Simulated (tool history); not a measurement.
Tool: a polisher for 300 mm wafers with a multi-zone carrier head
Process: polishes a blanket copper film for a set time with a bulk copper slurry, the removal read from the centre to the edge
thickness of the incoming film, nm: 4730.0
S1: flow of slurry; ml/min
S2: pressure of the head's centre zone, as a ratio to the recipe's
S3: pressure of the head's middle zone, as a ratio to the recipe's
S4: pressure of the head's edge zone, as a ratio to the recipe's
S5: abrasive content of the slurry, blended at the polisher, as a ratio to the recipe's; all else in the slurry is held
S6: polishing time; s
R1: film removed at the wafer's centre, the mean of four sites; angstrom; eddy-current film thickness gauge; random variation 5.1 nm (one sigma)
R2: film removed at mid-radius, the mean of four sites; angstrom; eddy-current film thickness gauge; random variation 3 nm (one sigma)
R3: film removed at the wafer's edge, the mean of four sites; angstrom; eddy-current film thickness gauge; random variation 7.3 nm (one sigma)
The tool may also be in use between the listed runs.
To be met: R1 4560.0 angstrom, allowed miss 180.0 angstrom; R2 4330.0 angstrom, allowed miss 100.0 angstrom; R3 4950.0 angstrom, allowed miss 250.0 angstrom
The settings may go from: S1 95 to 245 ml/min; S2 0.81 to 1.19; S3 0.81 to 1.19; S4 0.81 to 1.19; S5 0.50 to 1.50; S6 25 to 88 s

{"run": 1, "hour": 0.0, "S1": 155, "S2": 1.0, "S3": 1.0, "S4": 1.0, "S5": 1.0, "S6": 56, "R1": 6814.3, "R2": 6757.1, "R3": 7239.9}
{"run": 2, "hour": 7.6, "S1": 190, "S2": 1.0, "S3": 1.0, "S4": 1.0, "S5": 1.0, "S6": 56, "R1": 7014.7, "R2": 7130.7, "R3": 7195.7}
{"run": 3, "hour": 16.1, "S1": 190, "S2": 1.0, "S3": 1.0, "S4": 1.0, "S5": 1.0, "S6": 62, "R1": 7854.4, "R2": 7760.1, "R3": 7759.5}
{"run": 4, "hour": 24.0, "S1": 190, "S2": 1.0, "S3": 0.97, "S4": 1.0, "S5": 1.0, "S6": 62, "R1": 7693.3, "R2": 7625.8, "R3": 8061.9}
{"run": 5, "hour": 28.0, "S1": 190, "S2": 1.01, "S3": 0.94, "S4": 0.97, "S5": 0.85, "S6": 55, "R1": 6761.1, "R2": 6390.1, "R3": 6823.5}
{"run": 6, "hour": 34.7, "S1": 170, "S2": 1.01, "S3": 0.94, "S4": 0.97, "S5": 0.85, "S6": 55, "R1": 6548.5, "R2": 6376.4, "R3": 6771.5}
{"run": 7, "hour": 40.0, "S1": 175, "S2": 0.94, "S3": 0.84, "S4": 0.93, "S5": 0.6, "S6": 40, "R1": 4082.4, "R2": 3889.9, "R3": 4323.8}
{"run": 8, "hour": 44.8, "S1": 185, "S2": 0.95, "S3": 0.85, "S4": 0.97, "S5": 0.6, "S6": 40, "R1": 4212.5, "R2": 3989.6, "R3": 4587.0}
{"run": 9, "hour": 46.5, "S1": 195, "S2": 0.96, "S3": 0.86, "S4": 0.98, "S5": 0.6, "S6": 40, "R1": 4258.3, "R2": 4063.3, "R3": 4451.5}
{"run": 10, "hour": 52.1, "S1": 190, "S2": 0.97, "S3": 0.87, "S4": 1.01, "S5": 0.65, "S6": 40, "R1": 4390.2, "R2": 4084.0, "R3": 4533.9}

5 next moves are on the table. One of them brings every result within its allowed miss. Which?
{"run": "A", "hour": 57.7, "S1": 175, "S2": 0.98, "S3": 1.03, "S4": 0.95, "S5": 0.6, "S6": 38, "R1": "?", "R2": "?", "R3": "?"}
{"run": "B", "hour": 57.7, "S1": 175, "S2": 0.86, "S3": 0.85, "S4": 1.05, "S5": 0.6, "S6": 45, "R1": "?", "R2": "?", "R3": "?"}
{"run": "C", "hour": 57.7, "S1": 185, "S2": 0.96, "S3": 0.88, "S4": 1.04, "S5": 0.85, "S6": 39, "R1": "?", "R2": "?", "R3": "?"}
{"run": "D", "hour": 57.7, "S1": 195, "S2": 1.06, "S3": 0.88, "S4": 1.05, "S5": 0.75, "S6": 36, "R1": "?", "R2": "?", "R3": "?"}
{"run": "E", "hour": 57.7, "S1": 205, "S2": 1.03, "S3": 0.94, "S4": 1.02, "S5": 0.7, "S6": 37, "R1": "?", "R2": "?", "R3": "?"}

move=A R1=4120.6 R2=4317.3 R3=4171.0
move=B R1=4272.7 R2=4445.4 R3=5194.9
move=C R1=4526.1 R2=4313.0 R3=4883.8
move=D R1=4522.2 R2=3894.1 R3=4424.2
move=E R1=4479.3 R2=4160.7 R3=4430.9
A: brings the result that was furthest off to its target, and leaves another outside
B: takes the result that was furthest off past its target
C: meets every target
D: further off than the last run
E: nearer than the last run, and not there yet
Move C is the one to make.
